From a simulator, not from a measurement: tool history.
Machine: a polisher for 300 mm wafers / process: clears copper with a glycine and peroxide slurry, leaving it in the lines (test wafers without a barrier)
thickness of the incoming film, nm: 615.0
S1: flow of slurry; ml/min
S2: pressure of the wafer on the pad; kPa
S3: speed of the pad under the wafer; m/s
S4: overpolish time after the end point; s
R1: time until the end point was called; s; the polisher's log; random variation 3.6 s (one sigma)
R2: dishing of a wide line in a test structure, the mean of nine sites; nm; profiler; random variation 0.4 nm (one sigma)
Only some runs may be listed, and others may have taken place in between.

{"run": 1, "hour": 0.0, "S1": 195, "S2": 15.2, "S3": 0.92, "S4": 22, "R1": 182.95, "R2": 48.875}
{"run": 2, "hour": 7.9, "S1": 195, "S2": 11.7, "S3": 0.92, "S4": 22, "R1": 215.28, "R2": 42.983}
{"run": 3, "hour": 15.5, "S1": 195, "S2": 11.7, "S3": 0.92, "S4": 15, "R1": 222.95, "R2": 29.813}
{"run": 4, "hour": 21.1, "S1": 195, "S2": 11.7, "S3": 0.92, "S4": 23, "R1": 219.09, "R2": 41.732}
{"run": 5, "hour": 28.3, "S1": 195, "S2": 11.7, "S3": 0.92, "S4": 28, "R1": 215.07, "R2": 50.596}
{"run": 6, "hour": 29.8, "S1": 195, "S2": 8.3, "S3": 0.92, "S4": 28, "R1": 276.63, "R2": 42.665}
{"run": 7, "hour": 30.8, "S1": 185, "S2": 8.3, "S3": 1.0, "S4": 24, "R1": 262.51, "R2": 38.258}

The next listed run, before its measurement:
{"run": 8, "hour": 37.6, "S1": 145, "S2": 6.9, "S3": 1.26, "S4": 14, "R1": "?", "R2": "?"}

{"run 8": {"R1": 246.06, "R2": 23.205}}
